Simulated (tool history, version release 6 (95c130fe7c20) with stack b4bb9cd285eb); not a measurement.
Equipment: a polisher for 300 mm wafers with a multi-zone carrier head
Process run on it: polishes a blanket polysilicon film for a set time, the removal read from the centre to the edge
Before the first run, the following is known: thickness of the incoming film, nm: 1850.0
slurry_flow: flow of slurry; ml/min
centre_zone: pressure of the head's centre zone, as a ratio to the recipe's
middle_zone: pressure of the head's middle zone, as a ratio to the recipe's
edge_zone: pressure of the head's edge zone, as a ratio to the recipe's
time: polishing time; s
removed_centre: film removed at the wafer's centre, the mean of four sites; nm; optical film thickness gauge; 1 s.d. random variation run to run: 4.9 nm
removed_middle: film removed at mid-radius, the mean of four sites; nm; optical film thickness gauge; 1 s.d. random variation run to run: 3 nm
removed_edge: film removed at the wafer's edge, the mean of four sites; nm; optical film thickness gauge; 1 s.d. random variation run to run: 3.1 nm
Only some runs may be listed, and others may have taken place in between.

{"run": 1, "day": 0.0, "slurry_flow": 215, "centre_zone": 1, "middle_zone": 1, "edge_zone": 1, "time": 64, "removed_centre": 332.66, "removed_middle": 331.62, "removed_edge": 342.62}
{"run": 2, "day": 0.375, "slurry_flow": 215, "centre_zone": 1, "middle_zone": 1, "edge_zone": 0.95, "time": 64, "removed_centre": 341.14, "removed_middle": 330.86, "removed_edge": 331.97}
{"run": 3, "day": 0.712, "slurry_flow": 215, "centre_zone": 1, "middle_zone": 1, "edge_zone": 0.99, "time": 64, "removed_centre": 340.51, "removed_middle": 335.36, "removed_edge": 340.86}
{"run": 4, "day": 1.008, "slurry_flow": 215, "centre_zone": 1, "middle_zone": 1.08, "edge_zone": 0.99, "time": 64, "removed_centre": 343.13, "removed_middle": 356.09, "removed_edge": 341.17}
{"run": 5, "day": 1.046, "slurry_flow": 215, "centre_zone": 1, "middle_zone": 1.15, "edge_zone": 0.99, "time": 64, "removed_centre": 346.9, "removed_middle": 363.21, "removed_edge": 338.06}
{"run": 6, "day": 1.354, "slurry_flow": 225, "centre_zone": 1, "middle_zone": 1.12, "edge_zone": 1.05, "time": 67, "removed_centre": 356.15, "removed_middle": 376.74, "removed_edge": 368.1}
{"run": 7, "day": 1.692, "slurry_flow": 235, "centre_zone": 1.01, "middle_zone": 1.11, "edge_zone": 1.09, "time": 70, "removed_centre": 383.87, "removed_middle": 398.44, "removed_edge": 392.21}
{"run": 8, "day": 2.017, "slurry_flow": 240, "centre_zone": 1, "middle_zone": 1.08, "edge_zone": 1.12, "time": 72, "removed_centre": 377.82, "removed_middle": 399.23, "removed_edge": 404.52}
{"run": 9, "day": 2.179, "slurry_flow": 240, "centre_zone": 1, "middle_zone": 1.06, "edge_zone": 1.14, "time": 74, "removed_centre": 397.29, "removed_middle": 403.35, "removed_edge": 417.74}

Run 10 has not been measured yet. What should we expect?
{"run": 10, "day": 2.212, "slurry_flow": 245, "centre_zone": 0.99, "middle_zone": 1.05, "edge_zone": 1.15, "time": 76, "removed_centre": "?", "removed_middle": "?", "removed_edge": "?"}

{"run 10": {"removed_centre": 391.77, "removed_middle": 412.17, "removed_edge": 437.86}}
